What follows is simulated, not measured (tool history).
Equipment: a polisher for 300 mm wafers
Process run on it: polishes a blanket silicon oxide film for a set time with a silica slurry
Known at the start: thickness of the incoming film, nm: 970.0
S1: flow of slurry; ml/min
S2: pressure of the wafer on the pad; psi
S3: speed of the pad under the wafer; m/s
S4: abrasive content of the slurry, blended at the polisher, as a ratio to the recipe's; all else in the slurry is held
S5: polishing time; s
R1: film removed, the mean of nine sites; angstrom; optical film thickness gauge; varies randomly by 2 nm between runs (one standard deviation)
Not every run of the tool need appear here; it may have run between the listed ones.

run,hour,S1,S2,S3,S4,S5,R1
1,0.0,145,5.5,0.98,1.00,70,2380.7
2,4.6,145,5.0,0.98,1.00,70,2178.1
3,5.4,145,4.6,0.98,1.00,70,2070.6
4,14.3,145,4.6,0.98,1.00,70,2059.6
5,15.3,145,4.6,0.98,1.15,70,2262.0
6,17.1,145,4.6,0.98,1.15,70,2284.2
7,20.6,145,4.1,0.96,1.15,70,2007.3
8,21.5,145,3.8,0.96,1.15,70,1910.3
# hour 29.6: conditioning disc replaced and pad reconditioned
9,29.6,145,3.6,0.96,1.15,70,2341.9
10,37.5,145,4.1,0.88,1.15,70,2474.7
11,39.4,145,3.7,0.92,1.15,70,2300.3
12,44.6,145,3.5,1.00,1.15,70,2344.6
13,49.2,140,3.6,0.88,1.10,70,2115.5
14,55.2,130,3.4,0.90,1.05,70,1907.1
15,59.0,120,3.2,0.90,1.05,70,1797.9
16,64.6,115,3.1,0.90,1.05,70,1719.7
17,66.8,110,3.1,0.90,1.05,70,1711.5
18,67.3,110,3.1,0.90,1.05,70,1708.1

The next listed run, before its measurement:
19,70.3,105,3.1,0.90,1.05,70,?

R1: 1696.6 angstrom
